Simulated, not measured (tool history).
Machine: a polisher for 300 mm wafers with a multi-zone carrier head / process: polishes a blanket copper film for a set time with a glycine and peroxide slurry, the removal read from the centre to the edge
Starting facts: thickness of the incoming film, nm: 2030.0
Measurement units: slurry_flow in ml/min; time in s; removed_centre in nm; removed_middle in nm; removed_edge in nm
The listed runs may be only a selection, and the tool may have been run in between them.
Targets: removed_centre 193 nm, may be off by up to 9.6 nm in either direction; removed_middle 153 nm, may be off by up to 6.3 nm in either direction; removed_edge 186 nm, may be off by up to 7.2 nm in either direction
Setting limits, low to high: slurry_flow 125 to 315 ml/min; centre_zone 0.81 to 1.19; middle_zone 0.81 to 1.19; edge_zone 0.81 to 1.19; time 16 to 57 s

Run 1, hour 0: slurry_flow 205 ml/min, centre_zone 1, middle_zone 1, edge_zone 1, time 36 s. Result: removed_centre 253.19 nm, removed_middle 232.54 nm, removed_edge 236.93 nm.
Run 2, hour 0.7: slurry_flow 205 ml/min, centre_zone 1, middle_zone 1, edge_zone 1.03, time 36 s. Result: removed_centre 252.21 nm, removed_middle 231.82 nm, removed_edge 242.88 nm.
Run 3, hour 9.3: slurry_flow 200 ml/min, centre_zone 1, middle_zone 0.97, edge_zone 1.02, time 34 s. Result: removed_centre 240 nm, removed_middle 215.32 nm, removed_edge 227.6 nm.
Run 4, hour 16.9: slurry_flow 200 ml/min, centre_zone 1, middle_zone 0.97, edge_zone 1.09, time 34 s. Result: removed_centre 239.04 nm, removed_middle 216.12 nm, removed_edge 236.3 nm.
Run 5, hour 23.1: slurry_flow 200 ml/min, centre_zone 1, middle_zone 0.97, edge_zone 1.09, time 31 s. Result: removed_centre 219.74 nm, removed_middle 199.65 nm, removed_edge 216.94 nm.
Run 6, hour 24.3: slurry_flow 200 ml/min, centre_zone 0.92, middle_zone 0.97, edge_zone 1.09, time 31 s. Result: removed_centre 201.79 nm, removed_middle 192.82 nm, removed_edge 215.66 nm.
Run 7, hour 29.7: slurry_flow 195 ml/min, centre_zone 0.93, middle_zone 0.94, edge_zone 1.08, time 30 s. Result: removed_centre 188.1 nm, removed_middle 181.3 nm, removed_edge 202.57 nm.
Run 8, hour 36.7: slurry_flow 180 ml/min, centre_zone 1.03, middle_zone 0.84, edge_zone 1.13, time 29 s. Result: removed_centre 204.48 nm, removed_middle 159.51 nm, removed_edge 204.42 nm.
Run 9, hour 39.8: slurry_flow 170 ml/min, centre_zone 1.02, middle_zone 0.84, edge_zone 1.03, time 27 s. Result: removed_centre 184.54 nm, removed_middle 146.35 nm, removed_edge 179.43 nm.

Of the 4 settings listed for the next run, only one would bring every result within its allowed miss of target. Which one?
Run A, hour 42.9: slurry_flow 155 ml/min, centre_zone 1.09, middle_zone 0.92, edge_zone 0.96, time 30 s. Result: removed_centre ?, removed_middle ?, removed_edge ?.
Run B, hour 42.9: slurry_flow 185 ml/min, centre_zone 1.04, middle_zone 0.86, edge_zone 1.08, time 27 s. Result: removed_centre ?, removed_middle ?, removed_edge ?.
Run C, hour 42.9: slurry_flow 165 ml/min, centre_zone 0.97, middle_zone 0.83, edge_zone 1.01, time 27 s. Result: removed_centre ?, removed_middle ?, removed_edge ?.
Run D, hour 42.9: slurry_flow 190 ml/min, centre_zone 1.07, middle_zone 1.03, edge_zone 0.92, time 26 s. Result: removed_centre ?, removed_middle ?, removed_edge ?.

move  removed_centre  removed_middle  removed_edge
   A          217.86          169.88        185.73
   B          194.35          149.65        181.64
   C          176.93          142.35        173.09
   D          193.78          168.34        162.07
A: takes the result that was furthest off past its target
B: hits every target within its allowed miss
C: further off than the last run
D: takes the result that was furthest off past its target
B meets every target.
